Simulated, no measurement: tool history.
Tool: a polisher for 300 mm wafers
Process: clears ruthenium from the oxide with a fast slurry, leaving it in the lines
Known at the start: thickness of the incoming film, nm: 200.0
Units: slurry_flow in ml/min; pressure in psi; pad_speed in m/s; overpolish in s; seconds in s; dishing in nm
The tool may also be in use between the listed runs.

run,hour,slurry_flow,pressure,pad_speed,slurry_solids,overpolish,seconds,dishing
1,0,245,3.1,0.94,1,26,59.904,59.527
2,7,245,2.9,0.94,1,25,60.668,56.05
3,10.6,200,2.9,0.94,1,25,63.09,55.597
4,14,200,3.4,0.94,1,25,56.602,59.7
5,15.6,200,3.4,0.94,1.1,25,56.017,59.624
6,24,200,3.1,0.92,1.1,24,58.611,56.095
# hour 27.1: head pressure recalibrated
7,27.1,200,2.8,0.9,1.1,24,62.154,54.832
8,34.4,200,2.6,0.86,1.1,23,66.108,50.88

Forecast run 9:
9,40.6,200,2.4,0.84,1.1,23,?,?

Run 9 gave seconds 69.3 s, dishing 48.455 nm.
